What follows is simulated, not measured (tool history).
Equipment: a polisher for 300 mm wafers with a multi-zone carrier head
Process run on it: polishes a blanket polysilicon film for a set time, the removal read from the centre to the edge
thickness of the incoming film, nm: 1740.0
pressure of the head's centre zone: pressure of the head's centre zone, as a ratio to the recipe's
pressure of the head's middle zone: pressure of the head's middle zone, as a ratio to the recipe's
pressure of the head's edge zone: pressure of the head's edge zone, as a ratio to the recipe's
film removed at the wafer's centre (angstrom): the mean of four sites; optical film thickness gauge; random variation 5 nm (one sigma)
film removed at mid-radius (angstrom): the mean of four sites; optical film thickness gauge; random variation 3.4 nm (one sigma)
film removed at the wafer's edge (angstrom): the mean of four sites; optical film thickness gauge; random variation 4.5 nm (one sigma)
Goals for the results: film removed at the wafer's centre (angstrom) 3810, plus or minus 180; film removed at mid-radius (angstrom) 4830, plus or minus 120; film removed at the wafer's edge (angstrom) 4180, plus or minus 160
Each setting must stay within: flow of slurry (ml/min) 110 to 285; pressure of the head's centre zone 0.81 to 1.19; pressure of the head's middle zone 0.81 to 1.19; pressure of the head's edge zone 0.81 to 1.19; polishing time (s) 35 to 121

run,day,flow of slurry (ml/min),pressure of the head's centre zone,pressure of the head's middle zone,pressure of the head's edge zone,polishing time (s),film removed at the wafer's centre (angstrom),film removed at mid-radius (angstrom),film removed at the wafer's edge (angstrom)
1,0,180,1,1,1,78,3724.1,3634.7,3521
2,0.079,180,1,1,1.04,78,3728.6,3647.5,3543.7
3,0.396,185,0.99,1.02,1.05,79,3684.9,3778.2,3621.2
4,0.608,190,0.99,1.03,1.06,80,3861.4,3860.2,3713.7
5,0.812,195,0.97,1.05,1.07,80,3792.8,3994.7,3681.1
6,0.962,195,0.97,0.99,1.07,80,3725.8,3806.7,3774.3
7,1.15,200,0.96,1,1.08,80,3614.3,3791.8,3670.4
8,1.183,195,0.95,1.02,1.09,81,3675.4,3831.1,3710.9
9,1.433,205,0.94,1.03,1.1,82,3755.6,4026,3914.4
10,1.562,205,0.94,1.03,1.1,82,3723.5,4018.9,3878.4
11,1.588,210,0.93,1.04,1.1,82,3771.8,4053.4,3951.6
12,1.671,210,0.92,1.06,1.09,83,3697.5,4205.1,4015.8
13,2.012,260,0.92,1.16,1.07,84,3896,4674.1,4089

Which one of the following 4 next-run settings gets every result inside its allowed miss? There is exactly one.
A,2.354,265,0.89,1.19,1.09,85,?,?,?
B,2.354,245,0.98,1.08,1.13,84,?,?,?
C,2.354,245,0.92,1.1,1.07,83,?,?,?
D,2.354,275,0.92,1.04,1.09,86,?,?,?

move,film removed at the wafer's centre (angstrom),film removed at mid-radius (angstrom),film removed at the wafer's edge (angstrom)
A,3787.6,4928.7,4069.7
B,4079.4,4437.2,4063.7
C,3782.6,4455.5,3919.2
D,3976.4,4460,4138.7
A: in spec on every target
B: further off than the last run
C: further off than the last run
D: further off than the last run
Move A is the one to make.

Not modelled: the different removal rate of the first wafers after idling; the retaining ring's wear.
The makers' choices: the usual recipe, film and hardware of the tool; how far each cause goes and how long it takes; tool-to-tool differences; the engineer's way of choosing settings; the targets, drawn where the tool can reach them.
